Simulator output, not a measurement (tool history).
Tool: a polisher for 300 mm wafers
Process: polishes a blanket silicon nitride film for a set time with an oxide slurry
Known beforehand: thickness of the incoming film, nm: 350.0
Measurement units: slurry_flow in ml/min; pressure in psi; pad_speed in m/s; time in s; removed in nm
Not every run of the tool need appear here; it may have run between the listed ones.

Run 1, hour 0.0: slurry_flow 255 ml/min, pressure 3.1 psi, pad_speed 1.32 m/s, slurry_solids 1.0, time 26 s. Result: removed 17.044 nm.
Run 2, hour 4.7: slurry_flow 255 ml/min, pressure 3.5 psi, pad_speed 1.32 m/s, slurry_solids 1.0, time 26 s. Result: removed 19.085 nm.
Run 3, hour 13.7: slurry_flow 290 ml/min, pressure 3.5 psi, pad_speed 1.32 m/s, slurry_solids 1.0, time 26 s. Result: removed 19.868 nm.
Run 4, hour 16.3: slurry_flow 290 ml/min, pressure 3.5 psi, pad_speed 1.32 m/s, slurry_solids 1.0, time 23 s. Result: removed 17.356 nm.
Run 5, hour 25.0: slurry_flow 290 ml/min, pressure 3.5 psi, pad_speed 1.32 m/s, slurry_solids 0.9, time 23 s. Result: removed 17.213 nm.
Run 6, hour 25.9: slurry_flow 290 ml/min, pressure 3.5 psi, pad_speed 1.32 m/s, slurry_solids 0.9, time 26 s. Result: removed 19.131 nm.
Run 7, hour 32.6: slurry_flow 290 ml/min, pressure 3.3 psi, pad_speed 1.30 m/s, slurry_solids 0.9, time 26 s. Result: removed 17.889 nm.
Run 8, hour 38.9: slurry_flow 290 ml/min, pressure 3.1 psi, pad_speed 1.28 m/s, slurry_solids 0.9, time 26 s. Result: removed 16.423 nm.
Run 9, hour 46.2: slurry_flow 290 ml/min, pressure 2.9 psi, pad_speed 1.28 m/s, slurry_solids 0.9, time 26 s. Result: removed 15.794 nm.
Run 10, hour 54.9: slurry_flow 290 ml/min, pressure 2.7 psi, pad_speed 1.28 m/s, slurry_solids 0.9, time 26 s. Result: removed 14.514 nm.
Run 11, hour 60.4: slurry_flow 290 ml/min, pressure 2.6 psi, pad_speed 1.28 m/s, slurry_solids 0.9, time 26 s. Result: removed 14.302 nm.
Run 12, hour 61.7: slurry_flow 290 ml/min, pressure 2.5 psi, pad_speed 1.28 m/s, slurry_solids 0.9, time 26 s. Result: removed 13.611 nm.
Run 13, hour 65.7: slurry_flow 290 ml/min, pressure 2.4 psi, pad_speed 1.28 m/s, slurry_solids 0.9, time 26 s. Result: removed 13.145 nm.

Run 14, settings as shown, results not yet in. Your forecast:
Run 14, hour 69.2: slurry_flow 290 ml/min, pressure 2.3 psi, pad_speed 1.28 m/s, slurry_solids 0.9, time 26 s. Result: removed ?.

removed: 12.668 nm
